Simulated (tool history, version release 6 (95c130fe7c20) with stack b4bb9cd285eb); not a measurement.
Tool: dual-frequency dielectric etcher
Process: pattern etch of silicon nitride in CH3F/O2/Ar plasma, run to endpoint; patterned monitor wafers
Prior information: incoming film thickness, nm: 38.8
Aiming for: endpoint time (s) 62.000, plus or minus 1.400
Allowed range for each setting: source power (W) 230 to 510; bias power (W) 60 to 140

run	hour	source power (W)	bias power (W)	endpoint time (s)
1	0.0	370	100	49.916
2	5.5	370	88	53.007
3	13.2	350	86	54.498
4	18.0	330	85	56.560
5	23.3	330	99	51.996
6	30.8	310	95	54.665
7	37.0	300	93	56.401
8	41.6	290	92	57.074
9	49.8	280	91	58.121
10	51.6	270	90	59.249
11	56.5	260	90	60.055

Which one of the following 5 next-run settings gets every result inside its allowed miss? There is exactly one.
A	61.4	250	97	?
B	61.4	230	95	?
C	61.4	280	86	?
D	61.4	260	98	?
E	61.4	260	76	?

move	endpoint time (s)
A	58.736
B	61.295
C	59.499
D	57.562
E	65.015
A: the biggest miss grows against the last run
B: meets every target
C: the biggest miss grows against the last run
D: the biggest miss grows against the last run
E: takes the biggest miss from the last run beyond its target
B meets every target.
